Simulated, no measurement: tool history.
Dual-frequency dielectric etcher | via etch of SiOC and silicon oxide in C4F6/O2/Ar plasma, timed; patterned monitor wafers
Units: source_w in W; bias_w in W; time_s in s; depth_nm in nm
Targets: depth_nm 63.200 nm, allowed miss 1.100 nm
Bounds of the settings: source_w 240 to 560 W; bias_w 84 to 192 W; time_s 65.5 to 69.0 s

{"run": 1, "hour": 0.0, "source_w": 400, "bias_w": 138, "time_s": 65.5, "depth_nm": 71.011}
{"run": 2, "hour": 7.0, "source_w": 350, "bias_w": 138, "time_s": 65.5, "depth_nm": 66.753}
{"run": 3, "hour": 14.4, "source_w": 350, "bias_w": 138, "time_s": 69.0, "depth_nm": 70.57}
{"run": 4, "hour": 22.3, "source_w": 350, "bias_w": 138, "time_s": 65.5, "depth_nm": 67.072}
{"run": 5, "hour": 26.4, "source_w": 390, "bias_w": 138, "time_s": 65.5, "depth_nm": 69.878}
{"run": 6, "hour": 34.0, "source_w": 370, "bias_w": 137, "time_s": 65.5, "depth_nm": 67.962}
{"run": 7, "hour": 39.5, "source_w": 350, "bias_w": 136, "time_s": 65.5, "depth_nm": 66.484}
{"run": 8, "hour": 43.1, "source_w": 340, "bias_w": 135, "time_s": 65.5, "depth_nm": 65.68}
{"run": 9, "hour": 43.9, "source_w": 330, "bias_w": 135, "time_s": 65.5, "depth_nm": 65.388}

4 next moves are on the table. One of them brings every result within its allowed miss. Which?
{"run": "A", "hour": 44.7, "source_w": 300, "bias_w": 156, "time_s": 66.5, "depth_nm": "?"}
{"run": "B", "hour": 44.7, "source_w": 340, "bias_w": 131, "time_s": 67.5, "depth_nm": "?"}
{"run": "C", "hour": 44.7, "source_w": 290, "bias_w": 139, "time_s": 66.0, "depth_nm": "?"}
{"run": "D", "hour": 44.7, "source_w": 330, "bias_w": 139, "time_s": 65.5, "depth_nm": "?"}

move=A depth_nm=66.921
move=B depth_nm=66.791
move=C depth_nm=62.865
move=D depth_nm=65.474
A: further off than the last run
B: further off than the last run
C: meets every target
D: as far off as the last run
The right move is C.
